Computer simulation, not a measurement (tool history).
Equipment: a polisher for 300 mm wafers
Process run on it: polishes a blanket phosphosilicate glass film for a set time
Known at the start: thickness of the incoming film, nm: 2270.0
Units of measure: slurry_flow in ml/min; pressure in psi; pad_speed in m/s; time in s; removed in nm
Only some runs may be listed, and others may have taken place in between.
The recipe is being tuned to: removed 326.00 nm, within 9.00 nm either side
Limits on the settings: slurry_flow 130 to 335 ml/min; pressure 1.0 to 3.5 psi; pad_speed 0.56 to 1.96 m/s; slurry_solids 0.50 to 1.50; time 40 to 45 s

Run 1, hour 0.0: slurry_flow 215 ml/min, pressure 2.2 psi, pad_speed 1.26 m/s, slurry_solids 1.00, time 45 s. Result: removed 283.91 nm.
Run 2, hour 3.3: slurry_flow 220 ml/min, pressure 2.3 psi, pad_speed 1.26 m/s, slurry_solids 1.00, time 45 s. Result: removed 290.55 nm.
Run 3, hour 6.2: slurry_flow 220 ml/min, pressure 2.3 psi, pad_speed 1.26 m/s, slurry_solids 1.15, time 45 s. Result: removed 312.62 nm.
Run 4, hour 6.7: slurry_flow 220 ml/min, pressure 2.3 psi, pad_speed 1.26 m/s, slurry_solids 1.15, time 45 s. Result: removed 311.32 nm.
Run 5, hour 8.6: slurry_flow 220 ml/min, pressure 2.3 psi, pad_speed 1.56 m/s, slurry_solids 1.15, time 45 s. Result: removed 367.16 nm.
Run 6, hour 15.5: slurry_flow 245 ml/min, pressure 2.3 psi, pad_speed 1.56 m/s, slurry_solids 1.15, time 45 s. Result: removed 377.48 nm.
Run 7, hour 22.9: slurry_flow 235 ml/min, pressure 2.2 psi, pad_speed 1.56 m/s, slurry_solids 1.15, time 45 s. Result: removed 357.80 nm.
Run 8, hour 25.3: slurry_flow 210 ml/min, pressure 2.0 psi, pad_speed 1.56 m/s, slurry_solids 1.15, time 45 s. Result: removed 333.43 nm.

4 candidate next runs follow, results not yet known. Just one meets every target within its allowed miss. Identify it.
Run A, hour 27.7: slurry_flow 245 ml/min, pressure 1.7 psi, pad_speed 1.86 m/s, slurry_solids 1.30, time 41 s. Result: removed ?.
Run B, hour 27.7: slurry_flow 130 ml/min, pressure 2.0 psi, pad_speed 1.80 m/s, slurry_solids 1.15, time 45 s. Result: removed ?.
Run C, hour 27.7: slurry_flow 185 ml/min, pressure 2.5 psi, pad_speed 1.52 m/s, slurry_solids 1.00, time 45 s. Result: removed ?.
Run D, hour 27.7: slurry_flow 240 ml/min, pressure 2.1 psi, pad_speed 1.30 m/s, slurry_solids 1.40, time 44 s. Result: removed ?.

move  removed
   A   350.07
   B   350.86
   C   355.34
   D   329.45
A: moves away from the targets compared with the last run
B: moves away from the targets compared with the last run
C: moves away from the targets compared with the last run
D: meets every target
Correct choice: D, which meets every target
